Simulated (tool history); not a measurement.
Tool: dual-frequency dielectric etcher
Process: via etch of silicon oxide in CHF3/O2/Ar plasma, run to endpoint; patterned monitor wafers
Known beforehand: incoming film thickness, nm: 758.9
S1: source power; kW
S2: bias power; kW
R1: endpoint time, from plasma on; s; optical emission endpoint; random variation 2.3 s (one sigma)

| run | day | S1 | S2 | R1 |
|---|---|---|---|---|
| 1 | 0.000 | 0.500 | 0.215 | 382.35 |
| 2 | 0.371 | 0.500 | 0.183 | 419.56 |
| 3 | 0.579 | 0.540 | 0.196 | 393.43 |
| 4 | 0.800 | 0.540 | 0.179 | 412.46 |
| 5 | 1.096 | 0.570 | 0.194 | 394.27 |
| 6 | 1.167 | 0.570 | 0.172 | 415.27 |
| 7 | 1.467 | 0.670 | 0.215 | 354.56 |
| 8 | 1.750 | 0.680 | 0.222 | 346.68 |
| 9 | 1.921 | 0.680 | 0.228 | 341.51 |

Run 10 has not been measured yet. What should we expect?
| 10 | 1.975 | 0.680 | 0.232 | ? |

Run 10 produced R1 338.90 s.

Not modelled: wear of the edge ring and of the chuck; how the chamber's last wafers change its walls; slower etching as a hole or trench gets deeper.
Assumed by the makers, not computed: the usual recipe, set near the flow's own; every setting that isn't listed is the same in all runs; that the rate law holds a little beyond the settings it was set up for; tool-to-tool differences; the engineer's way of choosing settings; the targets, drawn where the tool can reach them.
